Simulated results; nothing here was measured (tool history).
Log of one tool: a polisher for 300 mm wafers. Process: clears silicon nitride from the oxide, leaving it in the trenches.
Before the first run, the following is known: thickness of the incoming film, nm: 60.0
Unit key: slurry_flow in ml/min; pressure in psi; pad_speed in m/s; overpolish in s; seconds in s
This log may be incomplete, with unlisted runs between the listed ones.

run 1 hour=0.0 | slurry_flow=195 pressure=2.9 pad_speed=0.82 overpolish=10 | seconds=95.271
run 2 hour=5.4 | slurry_flow=200 pressure=3.3 pad_speed=0.82 overpolish=10 | seconds=85.303
run 3 hour=9.5 | slurry_flow=160 pressure=3.3 pad_speed=0.82 overpolish=10 | seconds=89.974
run 4 hour=10.8 | slurry_flow=160 pressure=2.9 pad_speed=0.82 overpolish=10 | seconds=95.916
run 5 hour=12.5 | slurry_flow=160 pressure=3.6 pad_speed=0.82 overpolish=10 | seconds=84.147
run 6 hour=14.3 | slurry_flow=160 pressure=3.6 pad_speed=0.70 overpolish=10 | seconds=97.575
run 7 hour=22.4 | slurry_flow=175 pressure=3.9 pad_speed=0.78 overpolish=10 | seconds=82.371
run 8 hour=30.3 | slurry_flow=185 pressure=4.1 pad_speed=0.84 overpolish=10 | seconds=73.127
run 9 hour=38.6 | slurry_flow=195 pressure=4.2 pad_speed=0.88 overpolish=10 | seconds=66.076
-- hour=41.0 worn pad replaced by a new one
run 10 hour=41.0 | slurry_flow=205 pressure=4.3 pad_speed=0.90 overpolish=10 | seconds=58.501
run 11 hour=49.8 | slurry_flow=210 pressure=4.3 pad_speed=0.90 overpolish=10 | seconds=59.355
run 12 hour=54.6 | slurry_flow=215 pressure=4.3 pad_speed=0.90 overpolish=10 | seconds=59.306
run 13 hour=60.6 | slurry_flow=220 pressure=4.3 pad_speed=0.90 overpolish=10 | seconds=59.659
run 14 hour=62.1 | slurry_flow=225 pressure=4.3 pad_speed=0.90 overpolish=10 | seconds=58.550

Forecast run 15:
run 15 hour=63.7 | slurry_flow=230 pressure=4.3 pad_speed=0.90 overpolish=10 | seconds=?

{"run 15": {"seconds": 59.167}}
